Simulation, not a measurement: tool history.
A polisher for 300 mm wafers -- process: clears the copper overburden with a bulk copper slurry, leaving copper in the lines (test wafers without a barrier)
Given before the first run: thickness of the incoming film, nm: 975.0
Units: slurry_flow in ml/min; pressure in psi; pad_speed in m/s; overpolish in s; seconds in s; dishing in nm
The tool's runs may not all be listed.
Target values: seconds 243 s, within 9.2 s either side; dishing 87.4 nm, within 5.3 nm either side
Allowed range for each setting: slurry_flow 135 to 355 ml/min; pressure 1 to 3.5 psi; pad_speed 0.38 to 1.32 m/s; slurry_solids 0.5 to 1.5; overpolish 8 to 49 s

Run 1, hour 0: slurry_flow 225 ml/min, pressure 2.2 psi, pad_speed 0.84 m/s, slurry_solids 1, overpolish 25 s. Result: seconds 179.57 s, dishing 89.753 nm.
Run 2, hour 3: slurry_flow 225 ml/min, pressure 2 psi, pad_speed 0.84 m/s, slurry_solids 1, overpolish 27 s. Result: seconds 195.49 s, dishing 86.959 nm.
Run 3, hour 7.7: slurry_flow 225 ml/min, pressure 2 psi, pad_speed 1.04 m/s, slurry_solids 1, overpolish 27 s. Result: seconds 159.97 s, dishing 99.739 nm.
Run 4, hour 15: slurry_flow 225 ml/min, pressure 2 psi, pad_speed 1.04 m/s, slurry_solids 1, overpolish 35 s. Result: seconds 157.42 s, dishing 115.11 nm.
Run 5, hour 23.7: slurry_flow 250 ml/min, pressure 2 psi, pad_speed 1.04 m/s, slurry_solids 1, overpolish 35 s. Result: seconds 156.19 s, dishing 118.8 nm.
Run 6, hour 31.8: slurry_flow 250 ml/min, pressure 2 psi, pad_speed 1.2 m/s, slurry_solids 1, overpolish 35 s. Result: seconds 134.75 s, dishing 128.07 nm.
Run 7, hour 36.4: slurry_flow 250 ml/min, pressure 1.8 psi, pad_speed 1.16 m/s, slurry_solids 1, overpolish 36 s. Result: seconds 154.43 s, dishing 119.5 nm.
Run 8, hour 43.3: slurry_flow 250 ml/min, pressure 1.6 psi, pad_speed 1.14 m/s, slurry_solids 1, overpolish 36 s. Result: seconds 174.27 s, dishing 108.82 nm.
Run 9, hour 44: slurry_flow 250 ml/min, pressure 1.4 psi, pad_speed 1.14 m/s, slurry_solids 1, overpolish 36 s. Result: seconds 193.99 s, dishing 102.95 nm.
Run 10, hour 45.1: slurry_flow 250 ml/min, pressure 1.3 psi, pad_speed 1.14 m/s, slurry_solids 1, overpolish 36 s. Result: seconds 201.62 s, dishing 95.161 nm.
Run 11, hour 47.2: slurry_flow 250 ml/min, pressure 1.2 psi, pad_speed 1.12 m/s, slurry_solids 1, overpolish 37 s. Result: seconds 222.48 s, dishing 90.423 nm.

Which single option among these 4 for the next run brings every result within its allowed miss of target? Just one does.
Run A, hour 49.3: slurry_flow 280 ml/min, pressure 1.5 psi, pad_speed 1.08 m/s, slurry_solids 0.9, overpolish 29 s. Result: seconds ?, dishing ?.
Run B, hour 49.3: slurry_flow 225 ml/min, pressure 1.5 psi, pad_speed 1.04 m/s, slurry_solids 0.9, overpolish 32 s. Result: seconds ?, dishing ?.
Run C, hour 49.3: slurry_flow 195 ml/min, pressure 1.9 psi, pad_speed 0.92 m/s, slurry_solids 0.85, overpolish 29 s. Result: seconds ?, dishing ?.
Run D, hour 49.3: slurry_flow 260 ml/min, pressure 1.2 psi, pad_speed 1 m/s, slurry_solids 1.1, overpolish 38 s. Result: seconds ?, dishing ?.

move  seconds  dishing
   A    194.2   90.951
   B   209.44   92.224
   C   203.04   91.658
   D   238.35   90.945
A: lands further from the targets than the last run did
B: lands further from the targets than the last run did
C: lands further from the targets than the last run did
D: all results land within tolerance of their targets
D meets every target.
